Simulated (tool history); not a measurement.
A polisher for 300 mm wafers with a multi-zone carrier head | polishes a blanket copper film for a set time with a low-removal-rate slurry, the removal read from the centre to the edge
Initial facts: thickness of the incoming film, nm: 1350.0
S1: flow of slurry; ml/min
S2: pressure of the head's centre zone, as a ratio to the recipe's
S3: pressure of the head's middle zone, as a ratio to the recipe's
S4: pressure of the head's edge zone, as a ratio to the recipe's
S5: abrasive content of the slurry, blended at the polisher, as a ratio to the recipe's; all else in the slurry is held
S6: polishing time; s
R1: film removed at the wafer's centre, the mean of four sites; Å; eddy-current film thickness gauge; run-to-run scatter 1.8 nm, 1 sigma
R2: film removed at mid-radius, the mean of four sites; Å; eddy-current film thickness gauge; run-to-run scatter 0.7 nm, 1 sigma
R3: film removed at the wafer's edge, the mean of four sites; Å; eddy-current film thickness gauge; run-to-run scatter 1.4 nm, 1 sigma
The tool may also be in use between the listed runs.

| run | day | S1 | S2 | S3 | S4 | S5 | S6 | R1 | R2 | R3 |
|---|---|---|---|---|---|---|---|---|---|---|
| 1 | 0.000 | 195 | 1.00 | 1.00 | 1.00 | 1.00 | 66 | 1749.6 | 1686.60 | 1676.80 |
| 2 | 0.150 | 195 | 0.94 | 1.00 | 1.00 | 1.00 | 66 | 1661.6 | 1698.60 | 1662.90 |
| 3 | 0.525 | 195 | 0.88 | 1.00 | 1.00 | 1.00 | 66 | 1548.2 | 1713.40 | 1677.10 |
| 4 | 0.767 | 195 | 0.88 | 1.00 | 1.00 | 1.15 | 66 | 1629.8 | 1769.50 | 1814.10 |
| 5 | 0.792 | 185 | 0.93 | 0.95 | 0.99 | 1.00 | 63 | 1534.4 | 1573.70 | 1610.20 |
| 6 | 0.879 | 205 | 0.93 | 0.95 | 0.99 | 1.00 | 63 | 1569.4 | 1589.10 | 1557.10 |
| 7 | 0.958 | 195 | 0.98 | 0.92 | 1.00 | 0.90 | 59 | 1440.6 | 1417.50 | 1465.10 |
| 8 | 1.312 | 250 | 1.08 | 0.82 | 0.90 | 0.65 | 41 | 1044.1 | 841.76 | 888.10 |
| 9 | 1.467 | 255 | 1.11 | 0.84 | 0.93 | 0.70 | 41 | 1094.3 | 889.77 | 917.84 |
| 10 | 1.796 | 255 | 1.13 | 0.84 | 0.94 | 0.75 | 41 | 1161.0 | 914.49 | 960.77 |

Estimate the outcome of run 11 from the log above:
| 11 | 2.100 | 285 | 1.18 | 0.90 | 1.00 | 0.80 | 41 | ? | ? | ? |

Run 11 gave R1 1259.5 Å, R2 967.18 Å, R3 1019.10 Å.

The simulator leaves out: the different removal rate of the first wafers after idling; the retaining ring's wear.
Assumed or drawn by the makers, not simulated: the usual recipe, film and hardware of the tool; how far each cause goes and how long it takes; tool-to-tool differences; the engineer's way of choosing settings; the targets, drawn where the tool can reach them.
